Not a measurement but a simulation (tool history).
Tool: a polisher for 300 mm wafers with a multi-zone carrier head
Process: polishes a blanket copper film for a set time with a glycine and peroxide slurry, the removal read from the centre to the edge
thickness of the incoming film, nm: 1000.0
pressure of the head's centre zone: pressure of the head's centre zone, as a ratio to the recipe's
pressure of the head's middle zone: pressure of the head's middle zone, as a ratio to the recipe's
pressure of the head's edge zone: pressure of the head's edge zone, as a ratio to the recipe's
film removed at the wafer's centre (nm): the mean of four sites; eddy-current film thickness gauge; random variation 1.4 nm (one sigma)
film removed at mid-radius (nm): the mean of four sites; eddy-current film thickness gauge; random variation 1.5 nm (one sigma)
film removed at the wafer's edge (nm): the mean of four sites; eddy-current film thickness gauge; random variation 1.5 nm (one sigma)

| run | day | flow of slurry (ml/min) | pressure of the head's centre zone | pressure of the head's middle zone | pressure of the head's edge zone | polishing time (s) | film removed at the wafer's centre (nm) | film removed at mid-radius (nm) | film removed at the wafer's edge (nm) |
|---|---|---|---|---|---|---|---|---|---|
| 1 | 0 | 260 | 1 | 1 | 1 | 43 | 236.95 | 226.28 | 236.16 |
| 2 | 0.133 | 260 | 1 | 1 | 1 | 52 | 286.39 | 274.73 | 286.76 |
| 3 | 0.25 | 260 | 1 | 1.07 | 1 | 52 | 285.03 | 290.72 | 283.11 |
| 4 | 0.546 | 260 | 0.94 | 1.07 | 1 | 52 | 265.47 | 291.22 | 277.19 |
| 5 | 0.667 | 260 | 0.94 | 1.07 | 0.94 | 52 | 263.69 | 291.75 | 273.76 |
| 6 | 0.996 | 260 | 0.94 | 1.07 | 0.99 | 52 | 263.02 | 289.3 | 281.5 |
| 7 | 1.354 | 260 | 1.04 | 0.97 | 0.89 | 40 | 225.23 | 211.41 | 209.6 |
| 8 | 1.562 | 260 | 1.04 | 0.97 | 0.88 | 37 | 210.46 | 188.46 | 191.6 |
| 9 | 1.667 | 260 | 1.03 | 0.98 | 0.87 | 35 | 199.82 | 184.57 | 178.02 |
| 10 | 1.829 | 260 | 1.02 | 0.97 | 0.87 | 33 | 182.75 | 167.66 | 169.84 |
| 11 | 2.079 | 265 | 1.02 | 0.97 | 0.86 | 32 | 179.82 | 162.22 | 165.75 |
| 12 | 2.296 | 265 | 1.02 | 0.98 | 0.85 | 31 | 169.24 | 160.64 | 157.61 |
| 13 | 2.471 | 265 | 1.02 | 0.98 | 0.84 | 30 | 168.72 | 156.49 | 148.04 |
| 14 | 2.646 | 265 | 1.02 | 0.98 | 0.84 | 29 | 157.75 | 151.45 | 148.13 |
| 15 | 2.946 | 265 | 1.02 | 0.98 | 0.84 | 28 | 155.41 | 144.22 | 139.24 |

Run 16 comes next. What will it give?
| 16 | 3.004 | 265 | 1.01 | 0.97 | 0.83 | 27 | ? | ? | ? |

Run 16 gave film removed at the wafer's centre (nm) 149.29, film removed at mid-radius (nm) 139.83, film removed at the wafer's edge (nm) 135.19.
